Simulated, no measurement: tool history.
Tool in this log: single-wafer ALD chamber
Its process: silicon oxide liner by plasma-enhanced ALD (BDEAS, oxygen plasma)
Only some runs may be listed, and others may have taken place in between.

run    day  heater temperature setpoint (°C)  number of ALD cycles (cycles)  mean film thickness on the monitor wafer (nm)
  1  0.000                               320                             65                                         6.2014
  2  0.317                               320                             63                                         6.0197
  3  0.450                               330                             63                                         5.8927
  4  0.512                               320                             63                                         6.0385
     0.554  -- thermocouple changed; heater temperature recalibrated
  5  0.554                               321                             61                                         5.8769
  6  0.775                               329                             61                                         5.7407

The next listed run, before its measurement:
  7  0.833                               329                             61                                              ?

{"run 7": {"mean film thickness on the monitor wafer (nm)": 5.7828}}
